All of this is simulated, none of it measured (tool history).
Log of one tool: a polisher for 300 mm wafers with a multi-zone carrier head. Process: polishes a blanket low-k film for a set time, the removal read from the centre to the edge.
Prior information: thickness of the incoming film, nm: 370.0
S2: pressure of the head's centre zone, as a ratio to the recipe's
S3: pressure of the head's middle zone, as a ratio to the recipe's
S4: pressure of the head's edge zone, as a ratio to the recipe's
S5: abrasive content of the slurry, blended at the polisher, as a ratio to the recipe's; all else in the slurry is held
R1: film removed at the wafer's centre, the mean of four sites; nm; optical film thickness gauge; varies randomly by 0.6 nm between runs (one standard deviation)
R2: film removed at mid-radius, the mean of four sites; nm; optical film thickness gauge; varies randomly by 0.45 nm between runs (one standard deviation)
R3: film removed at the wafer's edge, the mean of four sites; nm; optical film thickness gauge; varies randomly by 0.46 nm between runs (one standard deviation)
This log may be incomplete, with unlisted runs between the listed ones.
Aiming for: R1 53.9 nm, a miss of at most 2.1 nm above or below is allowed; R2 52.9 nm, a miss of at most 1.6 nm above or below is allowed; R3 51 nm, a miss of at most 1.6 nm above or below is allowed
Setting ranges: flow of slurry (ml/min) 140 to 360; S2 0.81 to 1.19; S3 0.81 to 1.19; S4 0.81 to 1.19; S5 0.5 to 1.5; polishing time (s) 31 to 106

Run 1, hour 0: flow of slurry (ml/min) 230, S2 1, S3 1, S4 1, S5 1, polishing time (s) 68. Result: R1 30.402 nm, R2 30.799 nm, R3 31.665 nm.
Run 2, hour 3.4: flow of slurry (ml/min) 230, S2 1, S3 0.94, S4 1, S5 1, polishing time (s) 68. Result: R1 30.784 nm, R2 29.8 nm, R3 31.285 nm.
Run 3, hour 6.4: flow of slurry (ml/min) 245, S2 1.03, S3 0.99, S4 1.01, S5 1.15, polishing time (s) 71. Result: R1 36.712 nm, R2 35.43 nm, R3 36.647 nm.
Run 4, hour 10.5: flow of slurry (ml/min) 245, S2 1.03, S3 0.95, S4 1.01, S5 1.15, polishing time (s) 71. Result: R1 36.317 nm, R2 33.15 nm, R3 36.286 nm.
Run 5, hour 15: flow of slurry (ml/min) 255, S2 1.05, S3 1.01, S4 1.02, S5 1.25, polishing time (s) 72. Result: R1 38.849 nm, R2 37.884 nm, R3 38.351 nm.
Run 6, hour 20.8: flow of slurry (ml/min) 265, S2 1.07, S3 1.03, S4 1.04, S5 1.3, polishing time (s) 74. Result: R1 42.221 nm, R2 40.707 nm, R3 41.144 nm.
At hour 29: slurry nozzle cleaned.
Run 7, hour 29: flow of slurry (ml/min) 270, S2 1.09, S3 1.05, S4 1.06, S5 1.35, polishing time (s) 75. Result: R1 46.977 nm, R2 44.372 nm, R3 44.806 nm.
Run 8, hour 38: flow of slurry (ml/min) 275, S2 1.1, S3 1.08, S4 1.09, S5 1.35, polishing time (s) 75. Result: R1 47.527 nm, R2 45.742 nm, R3 45.25 nm.
Run 9, hour 40: flow of slurry (ml/min) 280, S2 1.11, S3 1.1, S4 1.11, S5 1.4, polishing time (s) 75. Result: R1 48.088 nm, R2 47.27 nm, R3 46.976 nm.
Run 10, hour 46.8: flow of slurry (ml/min) 290, S2 1.13, S3 1.12, S4 1.12, S5 1.4, polishing time (s) 75. Result: R1 51.299 nm, R2 48.411 nm, R3 47.105 nm.
Run 11, hour 52.9: flow of slurry (ml/min) 315, S2 1.1, S3 1.16, S4 1.18, S5 1.5, polishing time (s) 75. Result: R1 50.763 nm, R2 52.207 nm, R3 50.546 nm.
Run 12, hour 60.3: flow of slurry (ml/min) 320, S2 1.11, S3 1.16, S4 1.18, S5 1.5, polishing time (s) 75. Result: R1 50.856 nm, R2 51.38 nm, R3 49 nm.
Run 13, hour 65.2: flow of slurry (ml/min) 315, S2 1.12, S3 1.16, S4 1.18, S5 1.5, polishing time (s) 75. Result: R1 52.239 nm, R2 52.189 nm, R3 49.902 nm.

Which of these 5 next moves meets every target?
Run A, hour 70.1: flow of slurry (ml/min) 335, S2 1.13, S3 1.14, S4 1.13, S5 1.45, polishing time (s) 79. Result: R1 ?, R2 ?, R3 ?.
Run B, hour 70.1: flow of slurry (ml/min) 290, S2 1.16, S3 1.14, S4 1.19, S5 1.5, polishing time (s) 74. Result: R1 ?, R2 ?, R3 ?.
Run C, hour 70.1: flow of slurry (ml/min) 315, S2 1.04, S3 1.14, S4 1.19, S5 1.45, polishing time (s) 78. Result: R1 ?, R2 ?, R3 ?.
Run D, hour 70.1: flow of slurry (ml/min) 360, S2 1.16, S3 1.19, S4 1.08, S5 1.5, polishing time (s) 74. Result: R1 ?, R2 ?, R3 ?.
Run E, hour 70.1: flow of slurry (ml/min) 360, S2 1.08, S3 1.1, S4 1.19, S5 1.3, polishing time (s) 79. Result: R1 ?, R2 ?, R3 ?.

move      R1      R2      R3
   A  54.382  53.114  49.923
   B  52.382  49.879  48.288
   C  49.127  52.212  50.435
   D  53.388   52.65  46.529
   E  49.712  49.276  49.001
A: every result within its allowed miss
B: corrects the largest miss of the last run, while another result sits out of spec
C: moves away from the targets compared with the last run
D: corrects the largest miss of the last run, while another result sits out of spec
E: moves away from the targets compared with the last run
So the answer is move A, the one that meets all the targets.

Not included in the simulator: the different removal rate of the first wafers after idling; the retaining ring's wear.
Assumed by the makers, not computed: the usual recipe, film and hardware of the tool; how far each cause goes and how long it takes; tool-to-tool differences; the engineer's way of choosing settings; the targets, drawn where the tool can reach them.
